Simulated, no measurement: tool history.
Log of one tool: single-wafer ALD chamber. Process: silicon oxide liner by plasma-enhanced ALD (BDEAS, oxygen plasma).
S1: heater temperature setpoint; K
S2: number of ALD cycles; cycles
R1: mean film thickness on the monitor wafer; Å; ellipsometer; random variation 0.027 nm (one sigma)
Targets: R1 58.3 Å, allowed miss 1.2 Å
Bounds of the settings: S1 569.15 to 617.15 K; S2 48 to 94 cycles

Run 1, hour 0: S1 593.15 K, S2 71 cycles. Result: R1 68.735 Å.
Run 2, hour 3.2: S1 593.15 K, S2 70 cycles. Result: R1 68.976 Å.
Run 3, hour 5.8: S1 593.15 K, S2 68 cycles. Result: R1 66.346 Å.
Run 4, hour 14.8: S1 593.15 K, S2 67 cycles. Result: R1 65.089 Å.
Run 5, hour 23.4: S1 593.15 K, S2 66 cycles. Result: R1 63.659 Å.
Run 6, hour 29.2: S1 593.15 K, S2 65 cycles. Result: R1 63.113 Å.
Run 7, hour 31.5: S1 593.15 K, S2 64 cycles. Result: R1 62.81 Å.
Run 8, hour 33: S1 594.15 K, S2 58 cycles. Result: R1 56.486 Å.

5 next moves are on the table. One of them brings every result within its allowed miss. Which?
Run A, hour 34.5: S1 589.15 K, S2 59 cycles. Result: R1 ?.
Run B, hour 34.5: S1 596.15 K, S2 58 cycles. Result: R1 ?.
Run C, hour 34.5: S1 617.15 K, S2 59 cycles. Result: R1 ?.
Run D, hour 34.5: S1 588.15 K, S2 56 cycles. Result: R1 ?.
Run E, hour 34.5: S1 594.15 K, S2 56 cycles. Result: R1 ?.

move      R1
   A  57.744
   B  56.119
   C  55.111
   D  54.898
   E  54.362
A: meets every target
B: further off than the last run
C: further off than the last run
D: further off than the last run
E: further off than the last run
Move A is the one to make.

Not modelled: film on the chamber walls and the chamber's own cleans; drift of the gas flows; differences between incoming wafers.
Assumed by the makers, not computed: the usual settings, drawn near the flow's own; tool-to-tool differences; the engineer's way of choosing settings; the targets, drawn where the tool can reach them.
